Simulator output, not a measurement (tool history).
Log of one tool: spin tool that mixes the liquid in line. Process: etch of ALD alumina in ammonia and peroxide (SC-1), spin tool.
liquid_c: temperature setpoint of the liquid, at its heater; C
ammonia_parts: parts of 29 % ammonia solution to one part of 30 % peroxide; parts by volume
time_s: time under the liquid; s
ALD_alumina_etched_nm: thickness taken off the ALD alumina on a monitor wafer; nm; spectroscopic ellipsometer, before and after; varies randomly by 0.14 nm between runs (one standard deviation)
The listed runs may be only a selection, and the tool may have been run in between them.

run    day  liquid_c  ammonia_parts  time_s  ALD_alumina_etched_nm
  1  0.000      50.0           0.45     135                 8.3261
  2  0.354      46.0           0.45     135                 6.5376
  3  0.450      48.0           0.45     135                 7.3634
  4  0.588      50.0           0.45     135                 8.2611
  5  0.917      51.5           0.45     135                 9.0180
  6  1.075      53.0           0.45     135                 9.7111

Run 7, settings as shown, results not yet in. Your forecast:
  7  1.392      54.0           0.45     135                      ?

{"run 7": {"ALD_alumina_etched_nm": 10.376}}
